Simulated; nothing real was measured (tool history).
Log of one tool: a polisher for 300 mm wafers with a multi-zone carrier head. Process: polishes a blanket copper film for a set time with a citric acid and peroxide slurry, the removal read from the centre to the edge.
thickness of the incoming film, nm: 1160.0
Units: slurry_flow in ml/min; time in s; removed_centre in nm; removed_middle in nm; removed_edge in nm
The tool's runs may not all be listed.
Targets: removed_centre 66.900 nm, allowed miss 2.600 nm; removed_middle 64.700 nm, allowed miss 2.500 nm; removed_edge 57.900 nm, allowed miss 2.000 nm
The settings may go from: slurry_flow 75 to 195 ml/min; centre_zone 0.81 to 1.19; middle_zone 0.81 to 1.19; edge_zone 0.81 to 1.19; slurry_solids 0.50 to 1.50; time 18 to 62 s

run 1 hour=0.0 | slurry_flow=125 centre_zone=1.00 middle_zone=1.00 edge_zone=1.00 slurry_solids=1.00 time=40 | removed_centre=111.030 removed_middle=107.280 removed_edge=107.820
run 2 hour=2.3 | slurry_flow=125 centre_zone=1.01 middle_zone=1.01 edge_zone=0.95 slurry_solids=0.85 time=34 | removed_centre=91.806 removed_middle=87.866 removed_edge=85.119
run 3 hour=3.2 | slurry_flow=120 centre_zone=1.01 middle_zone=1.02 edge_zone=0.91 slurry_solids=0.75 time=32 | removed_centre=82.921 removed_middle=80.505 removed_edge=78.196
run 4 hour=5.8 | slurry_flow=120 centre_zone=1.05 middle_zone=1.02 edge_zone=0.91 slurry_solids=0.75 time=32 | removed_centre=85.103 removed_middle=81.304 removed_edge=76.706
run 5 hour=8.6 | slurry_flow=120 centre_zone=1.05 middle_zone=1.02 edge_zone=0.87 slurry_solids=0.75 time=32 | removed_centre=85.838 removed_middle=80.602 removed_edge=76.678
run 6 hour=15.1 | slurry_flow=115 centre_zone=1.06 middle_zone=1.04 edge_zone=0.86 slurry_solids=0.65 time=30 | removed_centre=77.026 removed_middle=75.455 removed_edge=68.632
run 7 hour=16.9 | slurry_flow=105 centre_zone=1.08 middle_zone=1.04 edge_zone=0.85 slurry_solids=0.60 time=29 | removed_centre=73.378 removed_middle=69.206 removed_edge=63.936
run 8 hour=23.2 | slurry_flow=80 centre_zone=1.08 middle_zone=1.09 edge_zone=0.81 slurry_solids=0.50 time=28 | removed_centre=60.406 removed_middle=60.286 removed_edge=55.422

5 next moves are on the table. One of them brings every result within its allowed miss. Which?
run A hour=29.5 | slurry_flow=90 centre_zone=1.11 middle_zone=1.07 edge_zone=0.81 slurry_solids=0.60 time=28 | removed_centre=? removed_middle=? removed_edge=?
run B hour=29.5 | slurry_flow=80 centre_zone=1.00 middle_zone=0.95 edge_zone=0.86 slurry_solids=0.50 time=31 | removed_centre=? removed_middle=? removed_edge=?
run C hour=29.5 | slurry_flow=80 centre_zone=1.15 middle_zone=0.97 edge_zone=0.83 slurry_solids=0.50 time=29 | removed_centre=? removed_middle=? removed_edge=?
run D hour=29.5 | slurry_flow=75 centre_zone=0.91 middle_zone=1.17 edge_zone=0.84 slurry_solids=0.60 time=29 | removed_centre=? removed_middle=? removed_edge=?
run E hour=29.5 | slurry_flow=75 centre_zone=1.07 middle_zone=0.98 edge_zone=0.91 slurry_solids=0.50 time=28 | removed_centre=? removed_middle=? removed_edge=?

move=A removed_centre=67.654 removed_middle=65.368 removed_edge=59.131
move=B removed_centre=63.532 removed_middle=60.626 removed_edge=63.355
move=C removed_centre=66.126 removed_middle=57.683 removed_edge=58.322
move=D removed_centre=55.437 removed_middle=67.988 removed_edge=59.294
move=E removed_centre=58.463 removed_middle=54.649 removed_edge=57.671
A: meets every target
B: further off than the last run
C: brings the result that was furthest off to its target, and leaves another outside
D: further off than the last run
E: further off than the last run
Answer: A

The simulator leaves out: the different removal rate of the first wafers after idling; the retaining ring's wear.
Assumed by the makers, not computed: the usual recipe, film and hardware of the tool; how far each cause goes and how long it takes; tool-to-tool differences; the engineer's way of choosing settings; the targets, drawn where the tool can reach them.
